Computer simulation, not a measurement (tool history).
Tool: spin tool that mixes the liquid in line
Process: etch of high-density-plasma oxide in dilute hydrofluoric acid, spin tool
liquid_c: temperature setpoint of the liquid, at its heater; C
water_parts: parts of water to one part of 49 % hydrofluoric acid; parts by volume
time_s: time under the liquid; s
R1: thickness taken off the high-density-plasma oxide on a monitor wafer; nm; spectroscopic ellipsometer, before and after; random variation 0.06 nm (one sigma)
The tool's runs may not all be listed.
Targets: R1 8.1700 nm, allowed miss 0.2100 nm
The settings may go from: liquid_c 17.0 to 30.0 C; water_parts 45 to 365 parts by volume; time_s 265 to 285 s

Run 1, hour 0.0: liquid_c 22.0 C, water_parts 205 parts by volume, time_s 265 s. Result: R1 10.4250 nm.
Run 2, hour 5.3: liquid_c 21.0 C, water_parts 205 parts by volume, time_s 265 s. Result: R1 9.8884 nm.
Run 3, hour 8.3: liquid_c 20.5 C, water_parts 205 parts by volume, time_s 265 s. Result: R1 9.7270 nm.
Run 4, hour 16.6: liquid_c 20.0 C, water_parts 205 parts by volume, time_s 265 s. Result: R1 9.4975 nm.
Run 5, hour 22.8: liquid_c 19.5 C, water_parts 205 parts by volume, time_s 265 s. Result: R1 9.2310 nm.
Run 6, hour 23.5: liquid_c 19.5 C, water_parts 270 parts by volume, time_s 265 s. Result: R1 6.6544 nm.
Run 7, hour 30.3: liquid_c 20.5 C, water_parts 270 parts by volume, time_s 265 s. Result: R1 6.8775 nm.
Run 8, hour 38.4: liquid_c 21.0 C, water_parts 270 parts by volume, time_s 265 s. Result: R1 7.0246 nm.
Run 9, hour 38.9: liquid_c 21.5 C, water_parts 270 parts by volume, time_s 265 s. Result: R1 7.3255 nm.
Run 10, hour 41.3: liquid_c 22.0 C, water_parts 270 parts by volume, time_s 265 s. Result: R1 7.2955 nm.
Run 11, hour 50.1: liquid_c 22.5 C, water_parts 270 parts by volume, time_s 265 s. Result: R1 7.4240 nm.

Which of these 5 next moves meets every target?
Run A, hour 58.9: liquid_c 20.5 C, water_parts 305 parts by volume, time_s 275 s. Result: R1 ?.
Run B, hour 58.9: liquid_c 17.5 C, water_parts 230 parts by volume, time_s 285 s. Result: R1 ?.
Run C, hour 58.9: liquid_c 20.0 C, water_parts 265 parts by volume, time_s 265 s. Result: R1 ?.
Run D, hour 58.9: liquid_c 24.0 C, water_parts 300 parts by volume, time_s 275 s. Result: R1 ?.
Run E, hour 58.9: liquid_c 23.0 C, water_parts 280 parts by volume, time_s 275 s. Result: R1 ?.

move      R1
   A  6.1385
   B  8.0613
   C  6.9320
   D  7.0984
   E  7.4868
A: further off than the last run
B: meets every target
C: further off than the last run
D: further off than the last run
E: nearer than the last run, and not there yet
Answer: B
